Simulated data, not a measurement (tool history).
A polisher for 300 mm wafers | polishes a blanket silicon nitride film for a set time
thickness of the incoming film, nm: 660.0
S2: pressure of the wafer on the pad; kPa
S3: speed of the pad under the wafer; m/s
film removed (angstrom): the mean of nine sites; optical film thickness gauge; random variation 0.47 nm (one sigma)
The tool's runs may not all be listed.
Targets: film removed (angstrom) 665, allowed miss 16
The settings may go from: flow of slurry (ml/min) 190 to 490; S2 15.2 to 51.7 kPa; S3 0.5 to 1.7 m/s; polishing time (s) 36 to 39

run 1 hour=0 | flow_of_slurry_(ml/min)=315 S2=33.1 S3=1.1 polishing_time_(s)=39 | film_removed_(angstrom)=1094.8
run 2 hour=4 | flow_of_slurry_(ml/min)=315 S2=33.1 S3=1.1 polishing_time_(s)=36 | film_removed_(angstrom)=999.38
run 3 hour=9.7 | flow_of_slurry_(ml/min)=315 S2=31.7 S3=1.1 polishing_time_(s)=36 | film_removed_(angstrom)=980.89
run 4 hour=10.3 | flow_of_slurry_(ml/min)=255 S2=31.7 S3=1.1 polishing_time_(s)=36 | film_removed_(angstrom)=959.01
run 5 hour=11.5 | flow_of_slurry_(ml/min)=255 S2=30.3 S3=1.1 polishing_time_(s)=36 | film_removed_(angstrom)=938.25
run 6 hour=14.2 | flow_of_slurry_(ml/min)=255 S2=30.3 S3=1.32 polishing_time_(s)=36 | film_removed_(angstrom)=1087.6
run 7 hour=18.5 | flow_of_slurry_(ml/min)=255 S2=29 S3=1.32 polishing_time_(s)=36 | film_removed_(angstrom)=1034.1
run 8 hour=19.3 | flow_of_slurry_(ml/min)=255 S2=27.6 S3=1.32 polishing_time_(s)=36 | film_removed_(angstrom)=998.48
run 9 hour=22.3 | flow_of_slurry_(ml/min)=255 S2=26.2 S3=1.32 polishing_time_(s)=36 | film_removed_(angstrom)=985.82
run 10 hour=23.3 | flow_of_slurry_(ml/min)=255 S2=24.8 S3=1.3 polishing_time_(s)=36 | film_removed_(angstrom)=947.45
run 11 hour=29.5 | flow_of_slurry_(ml/min)=255 S2=24.1 S3=1.28 polishing_time_(s)=36 | film_removed_(angstrom)=927.09
run 12 hour=38.4 | flow_of_slurry_(ml/min)=255 S2=23.4 S3=1.26 polishing_time_(s)=36 | film_removed_(angstrom)=898.66
run 13 hour=46.5 | flow_of_slurry_(ml/min)=255 S2=22.8 S3=1.24 polishing_time_(s)=36 | film_removed_(angstrom)=863.14
run 14 hour=49.4 | flow_of_slurry_(ml/min)=255 S2=22.1 S3=1.22 polishing_time_(s)=36 | film_removed_(angstrom)=842.1
run 15 hour=51.2 | flow_of_slurry_(ml/min)=255 S2=21.4 S3=1.2 polishing_time_(s)=36 | film_removed_(angstrom)=803.88
run 16 hour=59.1 | flow_of_slurry_(ml/min)=255 S2=20.7 S3=1.2 polishing_time_(s)=36 | film_removed_(angstrom)=798.25

Which of these 5 next moves meets every target?
run A hour=67 | flow_of_slurry_(ml/min)=295 S2=20.7 S3=1.22 polishing_time_(s)=38 | film_removed_(angstrom)=?
run B hour=67 | flow_of_slurry_(ml/min)=190 S2=16.5 S3=1.24 polishing_time_(s)=36 | film_removed_(angstrom)=?
run C hour=67 | flow_of_slurry_(ml/min)=245 S2=15.9 S3=1.12 polishing_time_(s)=36 | film_removed_(angstrom)=?
run D hour=67 | flow_of_slurry_(ml/min)=355 S2=20 S3=0.82 polishing_time_(s)=36 | film_removed_(angstrom)=?
run E hour=67 | flow_of_slurry_(ml/min)=275 S2=17.2 S3=1.16 polishing_time_(s)=36 | film_removed_(angstrom)=?

move=A film_removed_(angstrom)=869.31
move=B film_removed_(angstrom)=705.32
move=C film_removed_(angstrom)=666.17
move=D film_removed_(angstrom)=614.67
move=E film_removed_(angstrom)=720.08
A: further off than the last run
B: nearer than the last run, and not there yet
C: meets every target
D: takes the result that was furthest off past its target
E: nearer than the last run, and not there yet
Move C is the one to make.

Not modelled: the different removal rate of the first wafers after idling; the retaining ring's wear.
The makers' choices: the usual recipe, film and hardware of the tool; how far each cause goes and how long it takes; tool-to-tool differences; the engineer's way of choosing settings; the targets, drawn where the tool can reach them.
